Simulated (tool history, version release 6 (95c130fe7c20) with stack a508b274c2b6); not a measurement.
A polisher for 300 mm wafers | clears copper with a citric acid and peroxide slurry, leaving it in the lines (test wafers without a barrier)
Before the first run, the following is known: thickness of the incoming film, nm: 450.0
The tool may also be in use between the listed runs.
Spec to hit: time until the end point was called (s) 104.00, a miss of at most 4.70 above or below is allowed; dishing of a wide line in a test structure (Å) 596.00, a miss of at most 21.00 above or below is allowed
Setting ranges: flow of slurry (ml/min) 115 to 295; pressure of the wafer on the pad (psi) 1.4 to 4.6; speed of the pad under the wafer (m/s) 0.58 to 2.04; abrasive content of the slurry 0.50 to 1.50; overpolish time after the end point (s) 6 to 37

| run | hour | flow of slurry (ml/min) | pressure of the wafer on the pad (psi) | speed of the pad under the wafer (m/s) | abrasive content of the slurry | overpolish time after the end point (s) | time until the end point was called (s) | dishing of a wide line in a test structure (Å) |
|---|---|---|---|---|---|---|---|---|
| 1 | 0.0 | 190 | 3.0 | 1.30 | 1.00 | 19 | 156.51 | 402.59 |
| 2 | 5.4 | 190 | 3.1 | 1.30 | 1.00 | 19 | 150.04 | 428.13 |
| 3 | 7.0 | 190 | 3.1 | 1.30 | 1.10 | 19 | 151.11 | 420.37 |
| 4 | 13.6 | 190 | 3.1 | 1.30 | 1.30 | 19 | 139.39 | 437.93 |
| 5 | 22.4 | 190 | 2.6 | 1.30 | 1.30 | 19 | 167.91 | 376.88 |
|  | 27.8 | slurry nozzle cleaned |
| 6 | 27.8 | 190 | 2.8 | 1.30 | 1.30 | 19 | 150.23 | 414.07 |
| 7 | 35.2 | 190 | 2.9 | 1.30 | 1.30 | 19 | 144.63 | 427.26 |
| 8 | 37.8 | 190 | 3.0 | 1.30 | 1.30 | 19 | 138.03 | 441.26 |

Exercise: of the 4 proposed moves below, exactly one satisfies all targets within the stated allowed misses. Which move is it?
| A | 40.4 | 155 | 3.4 | 1.30 | 1.45 | 22 | ? | ? |
| B | 40.4 | 170 | 2.9 | 1.34 | 1.40 | 24 | ? | ? |
| C | 40.4 | 140 | 4.1 | 1.32 | 1.30 | 18 | ? | ? |
| D | 40.4 | 115 | 4.1 | 1.48 | 1.15 | 20 | ? | ? |

| move | time until the end point was called (s) | dishing of a wide line in a test structure (Å) |
|---|---|---|
| A | 126.69 | 545.05 |
| B | 142.33 | 526.96 |
| C | 108.57 | 530.69 |
| D | 104.76 | 593.96 |
A: gains on the last run, yet a result remains outside its allowed miss
B: the biggest miss grows against the last run
C: gains on the last run, yet a result remains outside its allowed miss
D: meets every target
The right move is D.
